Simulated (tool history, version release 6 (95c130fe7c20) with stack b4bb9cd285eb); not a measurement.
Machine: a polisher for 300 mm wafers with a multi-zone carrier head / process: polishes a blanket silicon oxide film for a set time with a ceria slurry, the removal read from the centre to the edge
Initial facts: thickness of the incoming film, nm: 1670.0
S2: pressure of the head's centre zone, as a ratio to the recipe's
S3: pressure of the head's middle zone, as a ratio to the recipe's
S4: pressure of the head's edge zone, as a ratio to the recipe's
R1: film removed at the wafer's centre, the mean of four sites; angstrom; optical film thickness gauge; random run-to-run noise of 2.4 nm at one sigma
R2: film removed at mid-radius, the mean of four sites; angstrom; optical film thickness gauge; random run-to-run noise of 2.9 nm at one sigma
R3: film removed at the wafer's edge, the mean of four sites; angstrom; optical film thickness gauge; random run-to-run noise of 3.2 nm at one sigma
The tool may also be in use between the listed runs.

Run 1, hour 0: flow of slurry (ml/min) 210, S2 1, S3 1, S4 1, polishing time (s) 60. Result: R1 2254.8 angstrom, R2 2346.4 angstrom, R3 2295.9 angstrom.
Run 2, hour 4.1: flow of slurry (ml/min) 210, S2 1.04, S3 1, S4 1, polishing time (s) 60. Result: R1 2338.8 angstrom, R2 2297.7 angstrom, R3 2305.2 angstrom.
Run 3, hour 11.8: flow of slurry (ml/min) 215, S2 1.04, S3 1.01, S4 1.03, polishing time (s) 61. Result: R1 2405.2 angstrom, R2 2403.6 angstrom, R3 2357.2 angstrom.
Run 4, hour 13.3: flow of slurry (ml/min) 215, S2 1.03, S3 1, S4 1.05, polishing time (s) 63. Result: R1 2460.7 angstrom, R2 2418.3 angstrom, R3 2405.6 angstrom.
Run 5, hour 18: flow of slurry (ml/min) 215, S2 1.03, S3 1, S4 1.05, polishing time (s) 52. Result: R1 2083.7 angstrom, R2 1997 angstrom, R3 1991.8 angstrom.
Run 6, hour 25.2: flow of slurry (ml/min) 205, S2 1.02, S3 1, S4 1.05, polishing time (s) 56. Result: R1 2149 angstrom, R2 2155.5 angstrom, R3 2170.9 angstrom.
Run 7, hour 25.9: flow of slurry (ml/min) 195, S2 1.03, S3 1.01, S4 1.05, polishing time (s) 59. Result: R1 2225.7 angstrom, R2 2284.5 angstrom, R3 2235.6 angstrom.

Run 8, settings as shown, results not yet in. Your forecast:
Run 8, hour 26.6: flow of slurry (ml/min) 205, S2 1.01, S3 1, S4 1.05, polishing time (s) 61. Result: R1 ?, R2 ?, R3 ?.

{"run 8": {"R1": 2357.6, "R2": 2343.8, "R3": 2336.4}}

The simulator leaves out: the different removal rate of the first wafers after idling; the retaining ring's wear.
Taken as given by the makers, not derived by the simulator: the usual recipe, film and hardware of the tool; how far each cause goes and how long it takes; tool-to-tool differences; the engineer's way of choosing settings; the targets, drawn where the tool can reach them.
